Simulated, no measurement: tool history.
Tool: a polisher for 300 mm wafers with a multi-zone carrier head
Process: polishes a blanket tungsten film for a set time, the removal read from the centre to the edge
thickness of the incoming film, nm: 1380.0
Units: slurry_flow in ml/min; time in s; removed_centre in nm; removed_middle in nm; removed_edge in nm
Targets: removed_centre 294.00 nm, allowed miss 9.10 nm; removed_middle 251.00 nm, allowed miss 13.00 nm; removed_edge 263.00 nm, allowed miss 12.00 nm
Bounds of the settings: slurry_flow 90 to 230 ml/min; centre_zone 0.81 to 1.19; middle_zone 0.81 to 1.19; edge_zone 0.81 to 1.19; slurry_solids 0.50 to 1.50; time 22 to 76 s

{"run": 1, "hour": 0.0, "slurry_flow": 150, "centre_zone": 1.0, "middle_zone": 1.0, "edge_zone": 1.0, "slurry_solids": 1.0, "time": 49, "removed_centre": 221.04, "removed_middle": 215.06, "removed_edge": 224.74}
{"run": 2, "hour": 7.3, "slurry_flow": 150, "centre_zone": 1.0, "middle_zone": 1.0, "edge_zone": 1.0, "slurry_solids": 1.0, "time": 42, "removed_centre": 186.57, "removed_middle": 187.96, "removed_edge": 186.09}
{"run": 3, "hour": 15.3, "slurry_flow": 150, "centre_zone": 1.0, "middle_zone": 1.0, "edge_zone": 1.08, "slurry_solids": 1.0, "time": 42, "removed_centre": 189.73, "removed_middle": 185.34, "removed_edge": 200.82}
{"run": 4, "hour": 23.3, "slurry_flow": 165, "centre_zone": 1.06, "middle_zone": 1.03, "edge_zone": 1.1, "slurry_solids": 1.15, "time": 43, "removed_centre": 215.35, "removed_middle": 202.5, "removed_edge": 211.56}
{"hour": 29.8, "done": "edge zone pressure recalibrated"}
{"run": 5, "hour": 29.8, "slurry_flow": 175, "centre_zone": 1.09, "middle_zone": 1.04, "edge_zone": 1.12, "slurry_solids": 1.25, "time": 45, "removed_centre": 239.55, "removed_middle": 217.55, "removed_edge": 224.84}
{"run": 6, "hour": 30.8, "slurry_flow": 175, "centre_zone": 1.09, "middle_zone": 1.04, "edge_zone": 1.12, "slurry_solids": 1.05, "time": 45, "removed_centre": 227.98, "removed_middle": 206.73, "removed_edge": 211.25}
{"run": 7, "hour": 35.4, "slurry_flow": 175, "centre_zone": 1.11, "middle_zone": 1.04, "edge_zone": 1.13, "slurry_solids": 1.2, "time": 47, "removed_centre": 251.9, "removed_middle": 221.15, "removed_edge": 233.76}
{"run": 8, "hour": 42.5, "slurry_flow": 180, "centre_zone": 1.12, "middle_zone": 1.05, "edge_zone": 1.13, "slurry_solids": 1.3, "time": 48, "removed_centre": 264.2, "removed_middle": 235.2, "removed_edge": 243.09}
{"run": 9, "hour": 47.7, "slurry_flow": 185, "centre_zone": 1.13, "middle_zone": 1.05, "edge_zone": 1.14, "slurry_solids": 1.35, "time": 48, "removed_centre": 266.61, "removed_middle": 238.59, "removed_edge": 247.99}

Which of these 4 next moves meets every target?
{"run": "A", "hour": 52.9, "slurry_flow": 190, "centre_zone": 1.15, "middle_zone": 1.18, "edge_zone": 1.06, "slurry_solids": 1.3, "time": 47, "removed_centre": "?", "removed_middle": "?", "removed_edge": "?"}
{"run": "B", "hour": 52.9, "slurry_flow": 185, "centre_zone": 1.17, "middle_zone": 1.04, "edge_zone": 1.16, "slurry_solids": 1.3, "time": 47, "removed_centre": "?", "removed_middle": "?", "removed_edge": "?"}
{"run": "C", "hour": 52.9, "slurry_flow": 130, "centre_zone": 1.15, "middle_zone": 0.92, "edge_zone": 1.14, "slurry_solids": 1.3, "time": 58, "removed_centre": "?", "removed_middle": "?", "removed_edge": "?"}
{"run": "D", "hour": 52.9, "slurry_flow": 200, "centre_zone": 1.14, "middle_zone": 1.0, "edge_zone": 1.13, "slurry_solids": 1.5, "time": 50, "removed_centre": "?", "removed_middle": "?", "removed_edge": "?"}

move=A removed_centre=269.61 removed_middle=250.20 removed_edge=228.12
move=B removed_centre=273.13 removed_middle=232.83 removed_edge=238.49
move=C removed_centre=313.23 removed_middle=257.01 removed_edge=281.77
move=D removed_centre=295.85 removed_middle=253.43 removed_edge=260.76
A: as far off as the last run
B: nearer than the last run, and not there yet
C: takes the result that was furthest off past its target
D: meets every target
Answer: D

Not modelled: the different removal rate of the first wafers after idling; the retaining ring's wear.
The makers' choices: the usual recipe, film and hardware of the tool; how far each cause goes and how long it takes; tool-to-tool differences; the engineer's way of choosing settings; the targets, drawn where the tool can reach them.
